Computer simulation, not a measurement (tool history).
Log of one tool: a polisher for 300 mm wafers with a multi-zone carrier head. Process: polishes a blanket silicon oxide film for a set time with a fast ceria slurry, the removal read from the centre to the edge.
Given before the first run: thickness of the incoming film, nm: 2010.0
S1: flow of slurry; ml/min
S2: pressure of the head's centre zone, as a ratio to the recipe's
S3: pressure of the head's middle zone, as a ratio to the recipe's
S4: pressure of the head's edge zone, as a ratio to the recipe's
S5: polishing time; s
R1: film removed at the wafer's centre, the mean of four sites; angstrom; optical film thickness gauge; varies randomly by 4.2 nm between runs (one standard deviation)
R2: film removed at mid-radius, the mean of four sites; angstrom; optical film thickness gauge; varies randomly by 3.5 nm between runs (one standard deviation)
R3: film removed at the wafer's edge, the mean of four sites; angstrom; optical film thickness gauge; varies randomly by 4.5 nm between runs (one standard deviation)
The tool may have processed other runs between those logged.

run	hour	S1	S2	S3	S4	S5	R1	R2	R3
1	0.0	230	1.00	1.00	1.00	52	5034.3	5142.7	5074.7
2	8.0	230	1.00	1.00	0.93	52	5029.9	5117.7	4868.8
3	9.6	230	1.00	0.92	0.93	52	5032.3	4905.5	4897.4
4	13.0	190	1.00	0.92	0.93	52	4949.3	4832.2	4744.3
5	16.6	190	1.00	0.92	0.96	52	4920.9	4749.4	4869.6
6	18.3	180	1.01	0.89	0.95	50	4637.3	4481.2	4659.7
7	19.9	175	1.03	0.87	0.94	49	4763.4	4316.1	4561.7
8	26.8	170	1.03	0.85	0.93	48	4568.5	4163.0	4312.2
9	33.0	165	1.03	0.84	0.94	48	4401.3	4136.8	4387.1

Run 10, settings as shown, results not yet in. Your forecast:
10	40.4	165	1.05	0.83	0.94	48	?	?	?

Logged for run 10: R1 4603.2 angstrom, R2 4055.3 angstrom, R3 4406.2 angstrom.
